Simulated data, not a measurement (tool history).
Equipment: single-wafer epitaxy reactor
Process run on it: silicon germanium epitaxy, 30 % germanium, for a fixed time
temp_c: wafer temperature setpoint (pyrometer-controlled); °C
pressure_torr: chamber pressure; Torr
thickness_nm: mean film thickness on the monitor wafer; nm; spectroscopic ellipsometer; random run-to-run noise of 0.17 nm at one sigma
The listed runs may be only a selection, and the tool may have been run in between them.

run	hour	temp_c	pressure_torr	thickness_nm
1	0.0	610	20.1	79.617
2	1.7	620	20.1	97.333
3	4.8	629	20.1	115.870
4	5.6	629	21.9	119.960
5	12.2	622	21.7	104.780
6	19.6	614	21.7	88.985
7	21.6	602	20.8	68.702

Forecast run 8:
8	25.0	600	20.7	?

Run 8 measured thickness_nm 65.497 nm.
